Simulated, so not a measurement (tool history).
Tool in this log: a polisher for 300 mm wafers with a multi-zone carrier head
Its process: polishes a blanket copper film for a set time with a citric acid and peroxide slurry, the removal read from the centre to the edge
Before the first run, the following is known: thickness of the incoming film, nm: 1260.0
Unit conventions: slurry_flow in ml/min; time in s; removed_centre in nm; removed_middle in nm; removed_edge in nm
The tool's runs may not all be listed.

{"run": 1, "hour": 0.0, "slurry_flow": 205, "centre_zone": 1, "middle_zone": 1, "edge_zone": 1, "slurry_solids": 1, "time": 49, "removed_centre": 85.101, "removed_middle": 85.535, "removed_edge": 88.454}
{"run": 2, "hour": 8.4, "slurry_flow": 205, "centre_zone": 1.01, "middle_zone": 0.99, "edge_zone": 0.96, "slurry_solids": 0.9, "time": 44, "removed_centre": 76.352, "removed_middle": 73.787, "removed_edge": 74.312}
{"run": 3, "hour": 12.8, "slurry_flow": 200, "centre_zone": 0.99, "middle_zone": 0.97, "edge_zone": 0.93, "slurry_solids": 0.8, "time": 42, "removed_centre": 68.611, "removed_middle": 66.664, "removed_edge": 66.961}
{"run": 4, "hour": 18.3, "slurry_flow": 200, "centre_zone": 0.98, "middle_zone": 0.96, "edge_zone": 0.9, "slurry_solids": 0.75, "time": 41, "removed_centre": 63.859, "removed_middle": 62.453, "removed_edge": 63.392}
{"run": 5, "hour": 19.0, "slurry_flow": 200, "centre_zone": 0.98, "middle_zone": 0.96, "edge_zone": 0.88, "slurry_solids": 0.7, "time": 40, "removed_centre": 60.855, "removed_middle": 60.487, "removed_edge": 58.508}
{"run": 6, "hour": 19.6, "slurry_flow": 200, "centre_zone": 0.98, "middle_zone": 0.96, "edge_zone": 0.92, "slurry_solids": 0.7, "time": 40, "removed_centre": 62.267, "removed_middle": 59.604, "removed_edge": 61.006}
{"run": 7, "hour": 26.5, "slurry_flow": 195, "centre_zone": 0.98, "middle_zone": 0.95, "edge_zone": 0.9, "slurry_solids": 0.65, "time": 39, "removed_centre": 56.97, "removed_middle": 55.95, "removed_edge": 57.164}
{"hour": 32.1, "done": "edge zone pressure recalibrated"}
{"run": 8, "hour": 32.1, "slurry_flow": 185, "centre_zone": 0.99, "middle_zone": 0.95, "edge_zone": 0.88, "slurry_solids": 0.6, "time": 39, "removed_centre": 57.267, "removed_middle": 54.63, "removed_edge": 51.94}
{"run": 9, "hour": 37.2, "slurry_flow": 175, "centre_zone": 0.98, "middle_zone": 0.94, "edge_zone": 0.88, "slurry_solids": 0.6, "time": 39, "removed_centre": 55.181, "removed_middle": 53.292, "removed_edge": 52.468}
{"run": 10, "hour": 44.1, "slurry_flow": 165, "centre_zone": 0.98, "middle_zone": 0.94, "edge_zone": 0.88, "slurry_solids": 0.6, "time": 39, "removed_centre": 53.031, "removed_middle": 52.625, "removed_edge": 51.311}

What will run 11 give?
{"run": 11, "hour": 51.7, "slurry_flow": 160, "centre_zone": 0.99, "middle_zone": 0.93, "edge_zone": 0.88, "slurry_solids": 0.6, "time": 39, "removed_centre": "?", "removed_middle": "?", "removed_edge": "?"}

removed_centre: 54.414 nm
removed_middle: 51.881 nm
removed_edge: 52.374 nm
